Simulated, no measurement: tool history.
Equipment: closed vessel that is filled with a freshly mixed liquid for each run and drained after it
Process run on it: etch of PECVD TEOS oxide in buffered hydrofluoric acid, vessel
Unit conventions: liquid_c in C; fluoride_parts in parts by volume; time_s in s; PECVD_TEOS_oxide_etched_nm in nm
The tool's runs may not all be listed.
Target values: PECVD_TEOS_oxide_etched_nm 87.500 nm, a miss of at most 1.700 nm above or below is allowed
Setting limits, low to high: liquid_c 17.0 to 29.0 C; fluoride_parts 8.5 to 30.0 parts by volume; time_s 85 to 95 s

run  hour  liquid_c  fluoride_parts  time_s  PECVD_TEOS_oxide_etched_nm
  1   0.0      21.0            23.0      85                      49.368
  2   7.7      17.5            23.0      85                      40.514
  3  10.4      17.5            18.5      85                      47.698
  4  12.6      19.5            18.5      85                      53.810
  5  18.4      18.0            18.5      85                      49.767
  6  26.2      20.0            18.5      85                      55.132
  7  30.9      21.5            18.5      85                      60.166
  8  31.9      22.5            18.5      85                      64.460
  9  40.0      23.5            18.5      85                      67.116
 10  44.6      23.5            18.5      85                      67.056
 11  47.8      24.5            18.5      85                      70.356

Exactly one of the 5 candidate moves below puts every result within its allowed miss. Which one?
  A  51.0      25.5            16.0      90                           ?
  B  51.0      26.0            16.5      90                           ?
  C  51.0      25.5            15.5      90                           ?
  D  51.0      27.5            18.0      90                           ?
  E  51.0      24.0            15.5      90                           ?

move  PECVD_TEOS_oxide_etched_nm
   A                      91.730
   B                      91.433
   C                      94.637
   D                      90.977
   E                      87.225
A: pushes the last run's worst result past its target
B: pushes the last run's worst result past its target
C: pushes the last run's worst result past its target
D: pushes the last run's worst result past its target
E: all results land within tolerance of their targets
Go with E: it meets all targets.

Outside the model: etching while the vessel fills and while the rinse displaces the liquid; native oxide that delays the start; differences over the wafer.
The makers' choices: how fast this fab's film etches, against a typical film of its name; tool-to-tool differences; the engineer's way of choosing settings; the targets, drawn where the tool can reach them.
